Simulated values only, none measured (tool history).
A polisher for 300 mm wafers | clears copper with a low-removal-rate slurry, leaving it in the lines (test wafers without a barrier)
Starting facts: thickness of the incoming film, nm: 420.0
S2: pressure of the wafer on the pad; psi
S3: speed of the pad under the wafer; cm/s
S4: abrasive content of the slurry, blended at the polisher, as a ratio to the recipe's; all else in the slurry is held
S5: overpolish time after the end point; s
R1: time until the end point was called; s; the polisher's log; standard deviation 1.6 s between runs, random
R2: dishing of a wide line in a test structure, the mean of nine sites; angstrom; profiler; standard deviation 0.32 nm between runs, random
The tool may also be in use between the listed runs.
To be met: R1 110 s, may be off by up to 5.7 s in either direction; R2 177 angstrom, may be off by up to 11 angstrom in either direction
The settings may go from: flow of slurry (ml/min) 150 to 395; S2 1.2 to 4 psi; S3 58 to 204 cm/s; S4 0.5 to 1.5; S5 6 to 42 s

{"run": 1, "day": 0.0, "flow of slurry (ml/min)": 250, "S2": 2.6, "S3": 130, "S4": 1, "S5": 21, "R1": 125.2, "R2": 484.67}
{"run": 2, "day": 0.246, "flow of slurry (ml/min)": 250, "S2": 2.4, "S3": 136, "S4": 1, "S5": 19, "R1": 127.3, "R2": 457.14}
{"run": 3, "day": 0.425, "flow of slurry (ml/min)": 250, "S2": 2.6, "S3": 124, "S4": 1, "S5": 17, "R1": 125.54, "R2": 408.61}
{"run": 4, "day": 0.512, "flow of slurry (ml/min)": 235, "S2": 2.8, "S3": 114, "S4": 0.95, "S5": 15, "R1": 133.87, "R2": 365.11}
{"run": 5, "day": 0.867, "flow of slurry (ml/min)": 235, "S2": 2.5, "S3": 114, "S4": 0.95, "S5": 15, "R1": 146.77, "R2": 319.49}
{"run": 6, "day": 1.171, "flow of slurry (ml/min)": 210, "S2": 2.5, "S3": 114, "S4": 0.95, "S5": 15, "R1": 145.89, "R2": 318.2}
{"run": 7, "day": 1.521, "flow of slurry (ml/min)": 200, "S2": 2.4, "S3": 116, "S4": 1.05, "S5": 14, "R1": 142.9, "R2": 305.36}
{"run": 8, "day": 1.792, "flow of slurry (ml/min)": 195, "S2": 2.3, "S3": 118, "S4": 1.1, "S5": 13, "R1": 151.48, "R2": 269.24}
{"run": 9, "day": 1.95, "flow of slurry (ml/min)": 195, "S2": 2.3, "S3": 118, "S4": 1.1, "S5": 13, "R1": 152.48, "R2": 271.17}
{"run": 10, "day": 2.0, "flow of slurry (ml/min)": 205, "S2": 1.8, "S3": 154, "S4": 1.15, "S5": 6, "R1": 142.44, "R2": 137.39}
{"run": 11, "day": 2.117, "flow of slurry (ml/min)": 205, "S2": 1.9, "S3": 156, "S4": 1.15, "S5": 6, "R1": 137.55, "R2": 142.98}
{"run": 12, "day": 2.379, "flow of slurry (ml/min)": 205, "S2": 2, "S3": 158, "S4": 1.15, "S5": 6, "R1": 131.16, "R2": 150.35}
{"run": 13, "day": 2.525, "flow of slurry (ml/min)": 205, "S2": 2, "S3": 160, "S4": 1.15, "S5": 6, "R1": 127.21, "R2": 152.87}
{"run": 14, "day": 2.733, "flow of slurry (ml/min)": 205, "S2": 2.2, "S3": 164, "S4": 1.15, "S5": 6, "R1": 116.21, "R2": 163.59}

Which one of the following 5 next-run settings gets every result inside its allowed miss? There is exactly one.
{"run": "A", "day": 2.942, "flow of slurry (ml/min)": 165, "S2": 1.9, "S3": 182, "S4": 1.45, "S5": 7, "R1": "?", "R2": "?"}
{"run": "B", "day": 2.942, "flow of slurry (ml/min)": 180, "S2": 2.4, "S3": 182, "S4": 0.85, "S5": 6, "R1": "?", "R2": "?"}
{"run": "C", "day": 2.942, "flow of slurry (ml/min)": 210, "S2": 2.4, "S3": 142, "S4": 1.05, "S5": 6, "R1": "?", "R2": "?"}
{"run": "D", "day": 2.942, "flow of slurry (ml/min)": 295, "S2": 2, "S3": 164, "S4": 1.15, "S5": 6, "R1": "?", "R2": "?"}
{"run": "E", "day": 2.942, "flow of slurry (ml/min)": 210, "S2": 2.2, "S3": 156, "S4": 1.15, "S5": 6, "R1": "?", "R2": "?"}

move=A R1=118.66 R2=188.19
move=B R1=107.05 R2=180.11
move=C R1=123.59 R2=157.11
move=D R1=118.14 R2=163.52
move=E R1=120.35 R2=160.92
A: the result that was furthest off in the last run now lies on the other side of its target
B: meets every target
C: its largest miss is bigger than the last run's
D: its largest miss is bigger than the last run's
E: its largest miss is bigger than the last run's
The move that meets every target is B.
